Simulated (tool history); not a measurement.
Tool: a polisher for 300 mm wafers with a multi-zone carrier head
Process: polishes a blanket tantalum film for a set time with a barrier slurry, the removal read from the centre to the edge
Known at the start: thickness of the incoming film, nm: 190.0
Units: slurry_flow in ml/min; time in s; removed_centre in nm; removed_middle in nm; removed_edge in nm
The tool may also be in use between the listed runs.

run    day  slurry_flow  centre_zone  middle_zone  edge_zone  slurry_solids  time  removed_centre  removed_middle  removed_edge
  1      0          270            1            1          1              1    35          58.144           56.77        57.529
  2  0.267          270         1.08            1          1              1    35          62.116          57.289        56.682
  3  0.325          260         1.05         0.96       0.96           0.85    32          52.008           47.28         48.82
  4  0.525          260         1.05         0.96       0.96           1.05    32          55.786          51.192        53.027
  5  0.675          295         1.05         0.96       0.96           1.05    32          56.464          51.914        52.885
  6  1.012          295         1.05         0.96       0.96           1.05    37          66.039          60.214         61.92
  7  1.125          245         0.98         0.86       0.86            0.8    27           39.35          35.215        38.556
  8  1.162          235         0.99         0.86       0.84            0.8    27          39.318          35.135         37.75
  9  1.438          225         0.99         0.86       0.83            0.8    27          38.484          34.837        37.562

The next listed run, before its measurement:
 10  1.617          220            1         0.86       0.82            0.8    27               ?               ?             ?

Run 10 gave removed_centre 38.908 nm, removed_middle 34.389 nm, removed_edge 37.677 nm.
